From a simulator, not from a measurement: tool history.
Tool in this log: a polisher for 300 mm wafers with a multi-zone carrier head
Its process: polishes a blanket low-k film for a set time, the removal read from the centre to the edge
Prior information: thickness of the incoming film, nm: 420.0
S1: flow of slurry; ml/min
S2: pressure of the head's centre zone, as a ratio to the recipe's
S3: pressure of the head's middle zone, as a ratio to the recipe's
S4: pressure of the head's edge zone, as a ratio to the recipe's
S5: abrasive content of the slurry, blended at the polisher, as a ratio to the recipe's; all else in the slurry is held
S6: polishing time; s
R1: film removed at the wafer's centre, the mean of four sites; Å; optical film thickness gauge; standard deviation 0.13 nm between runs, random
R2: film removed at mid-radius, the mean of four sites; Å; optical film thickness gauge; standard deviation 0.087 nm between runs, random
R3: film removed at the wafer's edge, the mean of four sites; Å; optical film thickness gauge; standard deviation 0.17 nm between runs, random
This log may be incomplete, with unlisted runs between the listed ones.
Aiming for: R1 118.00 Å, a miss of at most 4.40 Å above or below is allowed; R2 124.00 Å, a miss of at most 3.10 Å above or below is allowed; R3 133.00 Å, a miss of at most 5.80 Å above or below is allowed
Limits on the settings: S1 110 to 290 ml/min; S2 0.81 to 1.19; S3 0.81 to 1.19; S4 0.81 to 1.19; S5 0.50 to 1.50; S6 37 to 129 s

Run 1, day 0.000: S1 185 ml/min, S2 1.00, S3 1.00, S4 1.00, S5 1.00, S6 83 s. Result: R1 182.66 Å, R2 198.08 Å, R3 201.13 Å.
Run 2, day 0.025: S1 175 ml/min, S2 0.98, S3 0.96, S4 0.96, S5 0.85, S6 81 s. Result: R1 155.51 Å, R2 168.30 Å, R3 174.45 Å.
Run 3, day 0.117: S1 175 ml/min, S2 0.98, S3 1.01, S4 0.96, S5 0.85, S6 81 s. Result: R1 157.70 Å, R2 177.32 Å, R3 173.47 Å.
Run 4, day 0.358: S1 175 ml/min, S2 1.06, S3 1.01, S4 0.96, S5 0.85, S6 81 s. Result: R1 169.92 Å, R2 179.17 Å, R3 177.08 Å.
Run 5, day 0.392: S1 175 ml/min, S2 1.06, S3 1.01, S4 0.96, S5 0.65, S6 81 s. Result: R1 143.17 Å, R2 151.99 Å, R3 147.85 Å.
Run 6, day 0.762: S1 170 ml/min, S2 1.03, S3 0.98, S4 0.95, S5 0.60, S6 81 s. Result: R1 135.39 Å, R2 140.22 Å, R3 139.86 Å.
Run 7, day 1.096: S1 160 ml/min, S2 1.00, S3 0.96, S4 0.95, S5 0.60, S6 81 s. Result: R1 127.59 Å, R2 135.49 Å, R3 136.54 Å.
Run 8, day 1.279: S1 150 ml/min, S2 0.99, S3 0.95, S4 0.96, S5 0.60, S6 81 s. Result: R1 122.88 Å, R2 130.14 Å, R3 137.46 Å.
Run 9, day 1.588: S1 145 ml/min, S2 0.99, S3 0.95, S4 0.96, S5 0.60, S6 81 s. Result: R1 125.39 Å, R2 130.10 Å, R3 135.13 Å.
Run 10, day 1.612: S1 140 ml/min, S2 0.98, S3 0.95, S4 0.97, S5 0.60, S6 81 s. Result: R1 121.94 Å, R2 129.33 Å, R3 136.20 Å.

Which single option among these 4 for the next run brings every result within its allowed miss of target? Just one does.
Run A, day 1.638: S1 115 ml/min, S2 1.12, S3 0.95, S4 0.95, S5 0.55, S6 87 s. Result: R1 ?, R2 ?, R3 ?.
Run B, day 1.638: S1 125 ml/min, S2 0.93, S3 0.93, S4 0.97, S5 0.65, S6 76 s. Result: R1 ?, R2 ?, R3 ?.
Run C, day 1.638: S1 150 ml/min, S2 0.97, S3 0.91, S4 0.95, S5 0.60, S6 79 s. Result: R1 ?, R2 ?, R3 ?.
Run D, day 1.638: S1 110 ml/min, S2 0.84, S3 0.81, S4 1.12, S5 0.80, S6 74 s. Result: R1 ?, R2 ?, R3 ?.

move      R1      R2      R3
   A  132.51  124.77  131.13
   B  110.29  122.95  131.77
   C  119.41  124.50  132.83
   D  104.98  116.61  152.35
A: brings the result that was furthest off to its target, and leaves another outside
B: brings the result that was furthest off to its target, and leaves another outside
C: meets every target
D: takes the biggest miss from the last run beyond its target
Move C is the one to make.

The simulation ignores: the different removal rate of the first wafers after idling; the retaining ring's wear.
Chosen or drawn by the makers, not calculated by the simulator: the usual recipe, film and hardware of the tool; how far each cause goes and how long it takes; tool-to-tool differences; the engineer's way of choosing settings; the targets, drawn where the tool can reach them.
